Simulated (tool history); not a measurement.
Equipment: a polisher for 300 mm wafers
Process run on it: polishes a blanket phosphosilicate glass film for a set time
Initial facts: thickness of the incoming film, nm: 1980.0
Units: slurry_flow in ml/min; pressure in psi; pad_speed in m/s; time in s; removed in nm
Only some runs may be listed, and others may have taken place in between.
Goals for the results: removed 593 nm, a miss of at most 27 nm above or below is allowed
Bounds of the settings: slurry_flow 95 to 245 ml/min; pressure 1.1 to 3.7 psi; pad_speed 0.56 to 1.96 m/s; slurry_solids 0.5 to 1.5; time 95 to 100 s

run    day  slurry_flow  pressure  pad_speed  slurry_solids  time  removed
  1      0          155       2.4       1.26              1    95   723.56
  2  0.104          155       2.4       1.26           1.15    95   752.93
  3  0.175          155       2.3       1.26           1.15    95   711.62
  4  0.392          155       2.2       1.26           1.15    95   695.74
  5  0.471          175       2.2       1.26           1.15    95   714.47
     0.521  -- head pressure recalibrated
  6  0.521          170       2.1       1.26           1.15    95   745.08
  7  0.808          155         2       1.24           1.15    95   684.27
  8  1.083          155       1.9       1.22           1.15    95   641.33

Exercise: of the 5 proposed moves below, exactly one satisfies all targets within the stated allowed misses. Which move is it?
  A  1.358          160       1.8       1.26            1.2    95        ?
  B  1.358          200         2       1.12           1.35    95        ?
  C  1.358          145       2.2       1.04            1.2    95        ?
  D  1.358          175       1.8       1.12            1.2    95        ?
  E  1.358          120       1.9       1.16           1.45   100        ?

move  removed
   A   640.06
   B   698.92
   C   656.58
   D   589.74
   E   688.19
A: neither nearer nor further off than the last run
B: further off than the last run
C: further off than the last run
D: meets every target
E: further off than the last run
The right move is D.
